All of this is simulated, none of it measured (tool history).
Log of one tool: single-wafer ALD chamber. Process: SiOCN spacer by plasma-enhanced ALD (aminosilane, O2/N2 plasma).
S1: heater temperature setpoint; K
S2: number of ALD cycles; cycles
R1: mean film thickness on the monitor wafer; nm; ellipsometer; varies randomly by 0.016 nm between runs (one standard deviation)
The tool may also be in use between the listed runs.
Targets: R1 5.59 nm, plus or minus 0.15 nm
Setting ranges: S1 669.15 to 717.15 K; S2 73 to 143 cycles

run 1 hour=0 | S1=693.15 S2=108 | R1=6.309
run 2 hour=7.8 | S1=693.15 S2=115 | R1=6.7281
run 3 hour=11.8 | S1=693.15 S2=130 | R1=7.6143
run 4 hour=15.6 | S1=698.15 S2=130 | R1=7.461
run 5 hour=21.9 | S1=701.15 S2=124 | R1=7.0316
run 6 hour=25.8 | S1=703.15 S2=119 | R1=6.6937
run 7 hour=28.9 | S1=705.15 S2=115 | R1=6.438
run 8 hour=31.2 | S1=706.15 S2=112 | R1=6.2187

Pick the move, out of 5, that brings all results within their allowed miss; only one does.
run A hour=33.5 | S1=710.15 S2=131 | R1=?
run B hour=33.5 | S1=704.15 S2=121 | R1=?
run C hour=33.5 | S1=705.15 S2=130 | R1=?
run D hour=33.5 | S1=710.15 S2=101 | R1=?
run E hour=33.5 | S1=700.15 S2=125 | R1=?

move=A R1=7.1984
move=B R1=6.8036
move=C R1=7.282
move=D R1=5.5499
move=E R1=7.1351
A: the biggest miss grows against the last run
B: the biggest miss grows against the last run
C: the biggest miss grows against the last run
D: in spec on every target
E: the biggest miss grows against the last run
D meets every target.

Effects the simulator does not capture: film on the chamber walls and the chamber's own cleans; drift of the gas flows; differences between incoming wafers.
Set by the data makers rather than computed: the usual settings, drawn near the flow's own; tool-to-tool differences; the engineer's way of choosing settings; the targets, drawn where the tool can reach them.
